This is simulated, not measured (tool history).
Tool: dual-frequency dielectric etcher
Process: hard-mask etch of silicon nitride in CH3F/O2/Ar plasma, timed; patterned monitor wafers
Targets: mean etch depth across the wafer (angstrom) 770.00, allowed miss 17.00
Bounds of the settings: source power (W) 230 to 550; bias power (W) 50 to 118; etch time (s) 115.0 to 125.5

run	hour	source power (W)	bias power (W)	etch time (s)	mean etch depth across the wafer (angstrom)
1	0.0	390	84	125.5	905.16
2	4.7	390	84	115.0	834.85
3	8.1	390	84	125.5	899.89
4	16.2	350	82	125.5	865.72
5	18.6	350	91	125.5	915.69
6	20.2	330	85	124.5	849.13
7	23.2	310	84	124.5	845.92
8	28.4	260	67	120.5	700.50
9	33.3	290	68	120.5	709.26
10	40.7	290	68	120.5	719.54
11	46.8	310	69	120.5	737.11
12	54.9	320	70	120.5	739.15

Which of these 4 next moves meets every target?
A	63.0	270	69	125.5	?
B	63.0	340	62	121.5	?
C	63.0	380	71	119.0	?
D	63.0	320	67	121.5	?

move	mean etch depth across the wafer (angstrom)
A	744.46
B	712.90
C	777.97
D	736.22
A: nearer than the last run, and not there yet
B: further off than the last run
C: meets every target
D: further off than the last run
Answer: C

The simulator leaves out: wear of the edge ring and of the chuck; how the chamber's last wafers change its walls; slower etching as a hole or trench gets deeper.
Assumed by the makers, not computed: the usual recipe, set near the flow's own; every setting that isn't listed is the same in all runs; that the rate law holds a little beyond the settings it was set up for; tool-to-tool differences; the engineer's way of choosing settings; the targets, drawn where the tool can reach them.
